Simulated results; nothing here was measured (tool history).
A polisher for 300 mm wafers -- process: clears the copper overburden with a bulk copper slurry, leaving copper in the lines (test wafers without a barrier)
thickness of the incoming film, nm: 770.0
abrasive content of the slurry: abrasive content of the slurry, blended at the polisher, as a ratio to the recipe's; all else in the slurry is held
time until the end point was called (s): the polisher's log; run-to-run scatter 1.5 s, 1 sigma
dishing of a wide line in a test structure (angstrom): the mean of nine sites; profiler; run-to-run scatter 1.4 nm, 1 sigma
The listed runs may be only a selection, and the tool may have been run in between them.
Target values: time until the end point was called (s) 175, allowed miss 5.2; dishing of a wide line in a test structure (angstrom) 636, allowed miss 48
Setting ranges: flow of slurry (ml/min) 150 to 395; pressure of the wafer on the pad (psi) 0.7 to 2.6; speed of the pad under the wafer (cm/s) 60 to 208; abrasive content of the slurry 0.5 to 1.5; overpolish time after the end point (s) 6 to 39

run	hour	flow of slurry (ml/min)	pressure of the wafer on the pad (psi)	speed of the pad under the wafer (cm/s)	abrasive content of the slurry	overpolish time after the end point (s)	time until the end point was called (s)	dishing of a wide line in a test structure (angstrom)
1	0	250	1.6	134	1	20	100.29	749.85
2	7.9	250	1.3	134	1	20	123.08	658.67
3	13	245	1.1	134	1	22	142.64	595
4	19	245	1.1	134	1.15	22	137.21	625.42
5	26.6	245	1.1	134	1.25	22	137.5	650.53
6	30.5	245	1	134	1.25	24	150.83	593.48
7	34.5	245	1	134	1.25	28	152.7	666.89
8	39.4	245	0.9	134	1.25	29	167.52	636.5

Exactly one of the 5 candidate moves below puts every result within its allowed miss. Which one?
A	44.3	245	0.9	126	1.3	32	?	?
B	44.3	195	0.9	132	1.5	21	?	?
C	44.3	215	0.8	150	1.1	24	?	?
D	44.3	260	0.8	136	1.2	38	?	?
E	44.3	205	0.7	156	1.2	25	?	?

move	time until the end point was called (s)	dishing of a wide line in a test structure (angstrom)
A	172.92	640.85
B	163.97	530.51
C	173.96	538.92
D	182.28	650.01
E	186.44	514.83
A: all results in spec
B: lands further from the targets than the last run did
C: gets the furthest-off result to its target, but another result is out of tolerance
D: takes the biggest miss from the last run beyond its target
E: takes the biggest miss from the last run beyond its target
Move A is the one to make.
